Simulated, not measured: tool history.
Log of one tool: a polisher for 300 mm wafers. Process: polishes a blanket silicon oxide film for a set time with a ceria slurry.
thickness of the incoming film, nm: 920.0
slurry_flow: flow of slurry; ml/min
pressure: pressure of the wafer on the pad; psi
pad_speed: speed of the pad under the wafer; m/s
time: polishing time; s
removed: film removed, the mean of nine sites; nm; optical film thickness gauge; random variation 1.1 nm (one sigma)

run  hour  slurry_flow  pressure  pad_speed  time  removed
  1   0.0          170       3.5       1.38    59   367.94
  2   4.3          170       3.1       1.38    59   322.34
  3   7.3          170       2.6       1.38    59   273.23
  4   9.0          170       2.6       1.56    59   309.63
  5  14.0          170       2.6       1.34    59   264.64
  6  20.9          160       2.3       1.28    59   224.33
  7  22.3          110       1.6       1.14    59   136.22
  8  28.1          120       1.6       1.14    59   137.43

Run 9 comes next. What will it give?
  9  29.5          170       1.9       1.14    59        ?

Run 9 gave removed 169.57 nm.
